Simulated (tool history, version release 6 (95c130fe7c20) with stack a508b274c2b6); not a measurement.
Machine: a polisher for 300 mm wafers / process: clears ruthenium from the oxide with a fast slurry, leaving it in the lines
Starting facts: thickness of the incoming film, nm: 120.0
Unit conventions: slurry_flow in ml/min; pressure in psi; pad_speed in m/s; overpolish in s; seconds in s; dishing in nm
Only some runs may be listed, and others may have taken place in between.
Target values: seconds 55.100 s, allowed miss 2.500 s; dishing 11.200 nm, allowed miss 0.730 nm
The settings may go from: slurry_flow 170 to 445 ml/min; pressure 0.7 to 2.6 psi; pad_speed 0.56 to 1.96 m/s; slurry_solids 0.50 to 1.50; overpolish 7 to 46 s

{"run": 1, "day": 0.0, "slurry_flow": 285, "pressure": 1.6, "pad_speed": 1.26, "slurry_solids": 1.0, "overpolish": 24, "seconds": 44.508, "dishing": 39.676}
{"run": 2, "day": 0.15, "slurry_flow": 285, "pressure": 1.5, "pad_speed": 1.26, "slurry_solids": 1.0, "overpolish": 20, "seconds": 47.599, "dishing": 32.503}
{"run": 3, "day": 0.408, "slurry_flow": 285, "pressure": 1.4, "pad_speed": 1.3, "slurry_solids": 1.0, "overpolish": 17, "seconds": 47.586, "dishing": 28.151}
{"run": 4, "day": 0.704, "slurry_flow": 275, "pressure": 1.3, "pad_speed": 1.4, "slurry_solids": 0.9, "overpolish": 15, "seconds": 52.445, "dishing": 23.646}
{"run": 5, "day": 0.883, "slurry_flow": 275, "pressure": 1.3, "pad_speed": 1.4, "slurry_solids": 1.1, "overpolish": 15, "seconds": 46.352, "dishing": 26.079}
{"run": 6, "day": 1.138, "slurry_flow": 275, "pressure": 0.9, "pad_speed": 1.4, "slurry_solids": 1.1, "overpolish": 15, "seconds": 65.631, "dishing": 19.825}
{"run": 7, "day": 1.271, "slurry_flow": 255, "pressure": 0.9, "pad_speed": 1.52, "slurry_solids": 1.0, "overpolish": 13, "seconds": 64.516, "dishing": 17.574}
{"run": 8, "day": 1.438, "slurry_flow": 235, "pressure": 0.9, "pad_speed": 1.62, "slurry_solids": 0.9, "overpolish": 12, "seconds": 65.288, "dishing": 15.997}

Of the 4 settings listed for the next run, only one would bring every result within its allowed miss of target. Which one?
{"run": "A", "day": 1.604, "slurry_flow": 310, "pressure": 0.9, "pad_speed": 1.62, "slurry_solids": 0.9, "overpolish": 16, "seconds": "?", "dishing": "?"}
{"run": "B", "day": 1.604, "slurry_flow": 175, "pressure": 0.7, "pad_speed": 1.46, "slurry_solids": 0.95, "overpolish": 15, "seconds": "?", "dishing": "?"}
{"run": "C", "day": 1.604, "slurry_flow": 220, "pressure": 1.2, "pad_speed": 1.6, "slurry_solids": 0.8, "overpolish": 7, "seconds": "?", "dishing": "?"}
{"run": "D", "day": 1.604, "slurry_flow": 240, "pressure": 0.8, "pad_speed": 1.72, "slurry_solids": 1.0, "overpolish": 16, "seconds": "?", "dishing": "?"}

move=A seconds=66.156 dishing=20.653
move=B seconds=92.548 dishing=14.322
move=C seconds=56.589 dishing=11.114
move=D seconds=66.122 dishing=20.663
A: misses by more than the last run did
B: misses by more than the last run did
C: every result within its allowed miss
D: misses by more than the last run did
So the answer is move C, the one that meets all the targets.

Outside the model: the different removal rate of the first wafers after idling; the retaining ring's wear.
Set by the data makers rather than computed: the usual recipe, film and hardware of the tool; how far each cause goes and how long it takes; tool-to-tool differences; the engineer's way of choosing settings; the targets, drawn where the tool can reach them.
